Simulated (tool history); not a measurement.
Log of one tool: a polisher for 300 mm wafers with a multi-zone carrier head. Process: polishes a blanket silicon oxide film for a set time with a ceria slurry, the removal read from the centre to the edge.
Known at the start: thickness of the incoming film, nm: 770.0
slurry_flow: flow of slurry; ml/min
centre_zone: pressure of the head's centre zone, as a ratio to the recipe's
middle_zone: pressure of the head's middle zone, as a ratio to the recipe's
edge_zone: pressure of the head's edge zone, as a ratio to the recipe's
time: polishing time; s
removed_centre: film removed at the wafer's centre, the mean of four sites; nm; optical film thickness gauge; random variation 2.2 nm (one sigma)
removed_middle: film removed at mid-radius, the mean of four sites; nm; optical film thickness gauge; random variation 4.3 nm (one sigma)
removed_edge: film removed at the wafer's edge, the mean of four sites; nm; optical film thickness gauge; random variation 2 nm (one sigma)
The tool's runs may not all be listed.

Run 1, hour 0.0: slurry_flow 260 ml/min, centre_zone 1.00, middle_zone 1.00, edge_zone 1.00, time 45 s. Result: removed_centre 247.65 nm, removed_middle 238.33 nm, removed_edge 243.45 nm.
Run 2, hour 4.9: slurry_flow 290 ml/min, centre_zone 1.00, middle_zone 1.00, edge_zone 1.00, time 45 s. Result: removed_centre 256.43 nm, removed_middle 247.62 nm, removed_edge 246.15 nm.
Run 3, hour 12.8: slurry_flow 230 ml/min, centre_zone 1.00, middle_zone 1.00, edge_zone 1.00, time 45 s. Result: removed_centre 246.75 nm, removed_middle 238.08 nm, removed_edge 239.56 nm.
Run 4, hour 18.3: slurry_flow 230 ml/min, centre_zone 1.06, middle_zone 1.00, edge_zone 1.00, time 45 s. Result: removed_centre 255.88 nm, removed_middle 239.01 nm, removed_edge 242.09 nm.
Run 5, hour 21.7: slurry_flow 240 ml/min, centre_zone 1.06, middle_zone 1.01, edge_zone 1.02, time 45 s. Result: removed_centre 258.44 nm, removed_middle 244.62 nm, removed_edge 243.75 nm.
Run 6, hour 26.4: slurry_flow 240 ml/min, centre_zone 1.06, middle_zone 1.05, edge_zone 1.02, time 45 s. Result: removed_centre 264.53 nm, removed_middle 252.24 nm, removed_edge 243.06 nm.
Run 7, hour 34.9: slurry_flow 240 ml/min, centre_zone 1.06, middle_zone 1.05, edge_zone 1.02, time 45 s. Result: removed_centre 260.78 nm, removed_middle 248.72 nm, removed_edge 245.11 nm.
Run 8, hour 39.2: slurry_flow 250 ml/min, centre_zone 1.06, middle_zone 1.06, edge_zone 1.04, time 45 s. Result: removed_centre 263.55 nm, removed_middle 247.63 nm, removed_edge 246.75 nm.
Run 9, hour 45.3: slurry_flow 255 ml/min, centre_zone 1.05, middle_zone 1.07, edge_zone 1.04, time 46 s. Result: removed_centre 263.82 nm, removed_middle 257.60 nm, removed_edge 252.34 nm.
Run 10, hour 54.1: slurry_flow 260 ml/min, centre_zone 1.05, middle_zone 1.08, edge_zone 1.05, time 46 s. Result: removed_centre 264.70 nm, removed_middle 261.33 nm, removed_edge 252.81 nm.
Run 11, hour 61.3: slurry_flow 265 ml/min, centre_zone 1.05, middle_zone 1.09, edge_zone 1.06, time 46 s. Result: removed_centre 266.27 nm, removed_middle 253.32 nm, removed_edge 257.03 nm.
Run 12, hour 67.2: slurry_flow 265 ml/min, centre_zone 1.05, middle_zone 1.10, edge_zone 1.06, time 46 s. Result: removed_centre 263.30 nm, removed_middle 261.89 nm, removed_edge 254.18 nm.

Run 13 comes next. What will it give?
Run 13, hour 73.1: slurry_flow 270 ml/min, centre_zone 1.05, middle_zone 1.11, edge_zone 1.07, time 46 s. Result: removed_centre ?, removed_middle ?, removed_edge ?.

{"run 13": {"removed_centre": 267.63, "removed_middle": 265.05, "removed_edge": 257.01}}
